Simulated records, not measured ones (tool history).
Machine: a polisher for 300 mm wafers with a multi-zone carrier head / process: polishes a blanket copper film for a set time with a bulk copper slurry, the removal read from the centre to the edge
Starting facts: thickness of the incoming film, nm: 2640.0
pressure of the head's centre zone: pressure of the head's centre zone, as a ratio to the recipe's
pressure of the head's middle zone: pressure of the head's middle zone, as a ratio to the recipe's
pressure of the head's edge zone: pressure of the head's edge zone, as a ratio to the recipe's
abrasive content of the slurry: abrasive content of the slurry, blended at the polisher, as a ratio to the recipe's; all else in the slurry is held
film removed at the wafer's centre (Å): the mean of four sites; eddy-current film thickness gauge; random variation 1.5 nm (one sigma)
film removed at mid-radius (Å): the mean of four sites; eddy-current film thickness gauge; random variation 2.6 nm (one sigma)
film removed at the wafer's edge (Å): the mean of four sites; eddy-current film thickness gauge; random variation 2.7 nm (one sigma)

run	hour	flow of slurry (ml/min)	pressure of the head's centre zone	pressure of the head's middle zone	pressure of the head's edge zone	abrasive content of the slurry	polishing time (s)	film removed at the wafer's centre (Å)	film removed at mid-radius (Å)	film removed at the wafer's edge (Å)
1	0	255	1	1	1	1	37	3119.1	3077.3	3096.6
2	4.5	255	1	1	1	1	45	3725.2	3690.5	3758.9
3	11.7	250	0.98	0.99	0.98	0.9	43	3402.2	3428.3	3449.4
4	18.9	245	0.96	0.97	0.96	0.8	41	3099.4	3203.6	3241.3
5	24.5	245	0.96	0.96	0.95	0.75	39	2919	2855.7	3011.7
6	32.6	245	0.95	0.97	0.93	0.7	38	2781.4	2827.8	2903.6
7	39.9	245	0.92	0.93	0.83	0.5	30	1995	2011.4	1990.3
8	45.1	255	0.92	0.94	0.85	0.5	30	1999.6	2076.6	1975.5
9	49.5	250	0.92	0.95	0.88	0.55	30	2020.8	2115.7	2078.5

Estimate the outcome of run 10 from the log above:
10	58	255	0.93	0.96	0.9	0.55	30	?	?	?

For run 10 the tool returned film removed at the wafer's centre (Å) 2068.8, film removed at mid-radius (Å) 2178.2, film removed at the wafer's edge (Å) 2134.2.
